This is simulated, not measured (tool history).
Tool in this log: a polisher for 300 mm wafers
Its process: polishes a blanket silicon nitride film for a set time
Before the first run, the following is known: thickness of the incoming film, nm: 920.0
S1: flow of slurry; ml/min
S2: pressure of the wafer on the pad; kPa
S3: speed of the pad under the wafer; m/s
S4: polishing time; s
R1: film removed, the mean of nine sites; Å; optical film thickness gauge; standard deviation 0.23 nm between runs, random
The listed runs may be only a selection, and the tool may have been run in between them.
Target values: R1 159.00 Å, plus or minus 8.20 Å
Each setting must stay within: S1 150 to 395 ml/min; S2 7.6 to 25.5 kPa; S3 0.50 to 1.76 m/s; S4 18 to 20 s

run,hour,S1,S2,S3,S4,R1
1,0.0,250,16.5,1.12,20,236.29
2,2.9,250,16.5,1.12,20,233.10
3,7.1,250,15.9,1.12,20,223.06
4,8.9,250,15.9,1.30,20,253.95
5,13.4,275,15.9,1.30,20,257.81
6,14.7,250,15.9,1.30,20,257.33
7,18.8,250,15.2,1.30,20,245.76
8,27.3,250,14.5,1.30,20,230.78

5 candidate next runs follow, results not yet known. Just one meets every target within its allowed miss. Identify it.
A,35.8,260,11.0,1.02,19,?
B,35.8,190,13.8,1.04,18,?
C,35.8,300,13.1,1.14,18,?
D,35.8,250,11.7,1.26,20,?
E,35.8,195,10.3,1.24,18,?

move,R1
A,138.97
B,158.84
C,172.21
D,182.76
E,139.33
A: carries the result that was furthest off beyond its target, to the other side
B: hits every target within its allowed miss
C: closes in on the targets versus the last run, not all within tolerance yet
D: closes in on the targets versus the last run, not all within tolerance yet
E: carries the result that was furthest off beyond its target, to the other side
So the answer is move B, the one that meets all the targets.
